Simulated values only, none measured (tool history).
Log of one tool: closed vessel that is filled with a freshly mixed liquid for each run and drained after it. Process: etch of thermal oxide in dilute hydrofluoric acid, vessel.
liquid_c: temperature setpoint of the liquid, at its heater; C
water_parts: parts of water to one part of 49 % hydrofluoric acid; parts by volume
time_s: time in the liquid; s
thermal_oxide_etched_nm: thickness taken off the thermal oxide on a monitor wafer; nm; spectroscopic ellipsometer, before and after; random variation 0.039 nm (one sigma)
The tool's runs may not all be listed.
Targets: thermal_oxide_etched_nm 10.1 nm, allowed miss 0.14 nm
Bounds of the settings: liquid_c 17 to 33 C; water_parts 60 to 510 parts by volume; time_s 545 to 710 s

Run 1, hour 0: liquid_c 25 C, water_parts 285 parts by volume, time_s 710 s. Result: thermal_oxide_etched_nm 9.2619 nm.
Run 2, hour 1.8: liquid_c 25 C, water_parts 285 parts by volume, time_s 545 s. Result: thermal_oxide_etched_nm 7.1627 nm.
Run 3, hour 7.4: liquid_c 25 C, water_parts 240 parts by volume, time_s 545 s. Result: thermal_oxide_etched_nm 8.8477 nm.
Run 4, hour 11.9: liquid_c 25 C, water_parts 300 parts by volume, time_s 545 s. Result: thermal_oxide_etched_nm 6.6833 nm.
Run 5, hour 13.8: liquid_c 25 C, water_parts 360 parts by volume, time_s 545 s. Result: thermal_oxide_etched_nm 5.2552 nm.
Run 6, hour 23.4: liquid_c 25 C, water_parts 440 parts by volume, time_s 545 s. Result: thermal_oxide_etched_nm 3.9884 nm.
Run 7, hour 30.3: liquid_c 25 C, water_parts 440 parts by volume, time_s 545 s. Result: thermal_oxide_etched_nm 3.9969 nm.
Run 8, hour 38.6: liquid_c 26 C, water_parts 415 parts by volume, time_s 545 s. Result: thermal_oxide_etched_nm 4.477 nm.
Run 9, hour 42.8: liquid_c 27 C, water_parts 395 parts by volume, time_s 545 s. Result: thermal_oxide_etched_nm 4.9433 nm.
Run 10, hour 48.2: liquid_c 28 C, water_parts 375 parts by volume, time_s 545 s. Result: thermal_oxide_etched_nm 5.4867 nm.
Run 11, hour 50.6: liquid_c 32 C, water_parts 265 parts by volume, time_s 545 s. Result: thermal_oxide_etched_nm 9.8612 nm.

4 next moves are on the table. One of them brings every result within its allowed miss. Which?
Run A, hour 53: liquid_c 30 C, water_parts 255 parts by volume, time_s 545 s. Result: thermal_oxide_etched_nm ?.
Run B, hour 53: liquid_c 33 C, water_parts 310 parts by volume, time_s 660 s. Result: thermal_oxide_etched_nm ?.
Run C, hour 53: liquid_c 31 C, water_parts 310 parts by volume, time_s 670 s. Result: thermal_oxide_etched_nm ?.
Run D, hour 53: liquid_c 31.5 C, water_parts 295 parts by volume, time_s 630 s. Result: thermal_oxide_etched_nm ?.

move  thermal_oxide_etched_nm
   A                   9.8254
   B                   10.112
   C                   9.6446
   D                   9.8462
A: further off than the last run
B: meets every target
C: further off than the last run
D: further off than the last run
The right move is B.

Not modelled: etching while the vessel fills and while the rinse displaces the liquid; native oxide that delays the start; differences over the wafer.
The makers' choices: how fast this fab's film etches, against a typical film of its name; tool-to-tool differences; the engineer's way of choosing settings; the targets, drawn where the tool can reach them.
